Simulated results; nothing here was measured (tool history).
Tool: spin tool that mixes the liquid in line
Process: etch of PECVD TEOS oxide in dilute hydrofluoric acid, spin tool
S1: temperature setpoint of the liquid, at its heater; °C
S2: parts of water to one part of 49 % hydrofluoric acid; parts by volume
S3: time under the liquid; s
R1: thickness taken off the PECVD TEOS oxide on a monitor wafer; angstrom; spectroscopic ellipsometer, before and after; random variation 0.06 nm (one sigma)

run,day,S1,S2,S3,R1
1,0.000,25.0,150,15,20.654
2,0.208,26.5,125,15,27.123
3,0.358,26.5,95,15,36.629
4,0.562,26.5,95,15,36.667
5,0.817,26.5,120,15,28.264
6,1.054,26.5,170,15,18.933
7,1.296,27.5,145,15,23.862
8,1.588,28.5,125,15,28.798
9,1.654,29.5,105,15,36.607
10,2.004,30.0,90,15,44.606
11,2.092,30.5,80,15,52.763

Forecast run 12:
12,2.333,30.5,80,15,?

{"run 12": {"R1": 52.207}}

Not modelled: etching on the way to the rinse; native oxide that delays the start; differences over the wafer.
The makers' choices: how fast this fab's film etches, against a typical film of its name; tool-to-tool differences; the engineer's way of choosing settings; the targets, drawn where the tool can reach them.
